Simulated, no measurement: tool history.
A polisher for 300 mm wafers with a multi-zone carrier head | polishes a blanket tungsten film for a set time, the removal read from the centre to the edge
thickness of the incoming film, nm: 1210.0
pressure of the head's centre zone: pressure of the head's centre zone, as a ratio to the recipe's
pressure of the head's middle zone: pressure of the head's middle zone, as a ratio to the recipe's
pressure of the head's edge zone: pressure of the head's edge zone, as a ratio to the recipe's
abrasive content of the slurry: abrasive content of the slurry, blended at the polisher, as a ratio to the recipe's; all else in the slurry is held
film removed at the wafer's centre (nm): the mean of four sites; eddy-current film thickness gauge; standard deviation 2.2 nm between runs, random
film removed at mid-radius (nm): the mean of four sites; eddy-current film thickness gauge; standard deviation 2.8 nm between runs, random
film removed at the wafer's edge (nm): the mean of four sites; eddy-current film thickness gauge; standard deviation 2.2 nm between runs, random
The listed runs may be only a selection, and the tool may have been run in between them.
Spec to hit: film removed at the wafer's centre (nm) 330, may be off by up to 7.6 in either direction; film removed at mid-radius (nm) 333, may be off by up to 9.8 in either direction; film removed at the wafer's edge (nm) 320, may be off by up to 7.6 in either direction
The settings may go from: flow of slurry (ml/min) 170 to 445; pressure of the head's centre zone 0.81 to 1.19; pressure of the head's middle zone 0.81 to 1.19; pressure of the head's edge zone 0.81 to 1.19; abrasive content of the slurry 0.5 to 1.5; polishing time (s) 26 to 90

| run | hour | flow of slurry (ml/min) | pressure of the head's centre zone | pressure of the head's middle zone | pressure of the head's edge zone | abrasive content of the slurry | polishing time (s) | film removed at the wafer's centre (nm) | film removed at mid-radius (nm) | film removed at the wafer's edge (nm) |
|---|---|---|---|---|---|---|---|---|---|---|
| 1 | 0 | 285 | 1 | 1 | 1 | 1 | 58 | 251.66 | 253.81 | 242.94 |
| 2 | 4.6 | 285 | 1 | 1 | 1 | 0.8 | 58 | 229.68 | 230.05 | 225.92 |
| 3 | 11.3 | 285 | 1 | 0.93 | 1 | 0.8 | 58 | 229.11 | 212.92 | 225.71 |
| 4 | 13.1 | 290 | 1.01 | 0.96 | 1.05 | 1 | 59 | 258.78 | 245.58 | 257.25 |
| 5 | 15.3 | 305 | 1.03 | 1.01 | 1.09 | 1.05 | 59 | 269.05 | 261.19 | 265.21 |
| 6 | 22.7 | 305 | 1.03 | 1.01 | 1.09 | 1.05 | 67 | 306.22 | 295.8 | 296.82 |
| 7 | 24.9 | 320 | 1.04 | 1.04 | 1.12 | 1.1 | 67 | 316.77 | 309.09 | 312.78 |
| 8 | 30.1 | 335 | 1.05 | 1.06 | 1.12 | 1.1 | 67 | 318.99 | 313.22 | 309.87 |
| 9 | 31.2 | 335 | 1.06 | 1.08 | 1.13 | 1.1 | 67 | 320.23 | 321.44 | 311.71 |
| 10 | 38.1 | 345 | 1.07 | 1.09 | 1.14 | 1.1 | 67 | 325.54 | 322.43 | 312.18 |

Exactly one of the 5 candidate moves below puts every result within its allowed miss. Which one?
| A | 45 | 440 | 1.12 | 1.16 | 1.09 | 0.8 | 72 | ? | ? | ? |
| B | 45 | 325 | 1.02 | 1.13 | 1.05 | 1.45 | 65 | ? | ? | ? |
| C | 45 | 395 | 1.04 | 1.07 | 1.1 | 1.1 | 69 | ? | ? | ? |
| D | 45 | 395 | 0.97 | 1.15 | 1.18 | 1.2 | 68 | ? | ? | ? |
| E | 45 | 300 | 0.94 | 1.11 | 1.15 | 1.05 | 74 | ? | ? | ? |

| move | film removed at the wafer's centre (nm) | film removed at mid-radius (nm) | film removed at the wafer's edge (nm) |
|---|---|---|---|
| A | 331.69 | 328.69 | 294.33 |
| B | 328.05 | 350.19 | 317.57 |
| C | 328.69 | 328.02 | 316.67 |
| D | 311.19 | 354.29 | 330.25 |
| E | 306.74 | 350.5 | 334.94 |
A: the worst result of the last run now meets its target, but another is out of spec
B: pushes the last run's worst result past its target
C: each result inside its tolerance
D: pushes the last run's worst result past its target
E: pushes the last run's worst result past its target
The right move is C.

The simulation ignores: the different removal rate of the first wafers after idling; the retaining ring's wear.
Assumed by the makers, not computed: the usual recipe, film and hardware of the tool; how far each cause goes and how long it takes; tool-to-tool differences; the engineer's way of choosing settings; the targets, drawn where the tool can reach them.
